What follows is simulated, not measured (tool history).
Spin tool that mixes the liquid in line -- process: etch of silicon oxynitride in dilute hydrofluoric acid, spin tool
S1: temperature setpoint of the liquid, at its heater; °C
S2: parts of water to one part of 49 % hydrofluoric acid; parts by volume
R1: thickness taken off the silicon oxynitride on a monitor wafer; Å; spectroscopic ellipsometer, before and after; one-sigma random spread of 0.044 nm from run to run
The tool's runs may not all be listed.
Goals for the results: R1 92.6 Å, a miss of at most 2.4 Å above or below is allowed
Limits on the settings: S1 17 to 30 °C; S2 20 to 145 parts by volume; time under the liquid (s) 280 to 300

{"run": 1, "hour": 0.0, "S1": 22, "S2": 80, "time under the liquid (s)": 280, "R1": 132.92}
{"run": 2, "hour": 2.9, "S1": 22, "S2": 80, "time under the liquid (s)": 280, "R1": 135.22}
{"run": 3, "hour": 5.4, "S1": 22, "S2": 80, "time under the liquid (s)": 280, "R1": 134.9}
{"run": 4, "hour": 6.7, "S1": 22, "S2": 80, "time under the liquid (s)": 280, "R1": 133}
{"run": 5, "hour": 13.1, "S1": 21, "S2": 80, "time under the liquid (s)": 280, "R1": 125.93}
{"run": 6, "hour": 20.7, "S1": 24, "S2": 80, "time under the liquid (s)": 280, "R1": 147.51}
{"hour": 23.4, "done": "hydrofluoric acid flow meter replaced"}
{"run": 7, "hour": 23.4, "S1": 22.5, "S2": 85, "time under the liquid (s)": 280, "R1": 141.36}
{"run": 8, "hour": 29.6, "S1": 21, "S2": 100, "time under the liquid (s)": 280, "R1": 109.66}
{"run": 9, "hour": 31.9, "S1": 20, "S2": 100, "time under the liquid (s)": 280, "R1": 104.76}

Next run, 5 choices. One meets every target within its allowed miss, the rest don't. Which?
{"run": "A", "hour": 34.2, "S1": 20, "S2": 85, "time under the liquid (s)": 280, "R1": "?"}
{"run": "B", "hour": 34.2, "S1": 21.5, "S2": 130, "time under the liquid (s)": 280, "R1": "?"}
{"run": "C", "hour": 34.2, "S1": 21.5, "S2": 105, "time under the liquid (s)": 280, "R1": "?"}
{"run": "D", "hour": 34.2, "S1": 18.5, "S2": 105, "time under the liquid (s)": 280, "R1": "?"}
{"run": "E", "hour": 34.2, "S1": 20.5, "S2": 100, "time under the liquid (s)": 285, "R1": "?"}

move=A R1=124.66
move=B R1=84.788
move=C R1=106.96
move=D R1=92.402
move=E R1=109.32
A: lands further from the targets than the last run did
B: the result that was furthest off in the last run now lies on the other side of its target
C: lands further from the targets than the last run did
D: every result lands within tolerance
E: lands further from the targets than the last run did
Correct choice: D, which meets every target
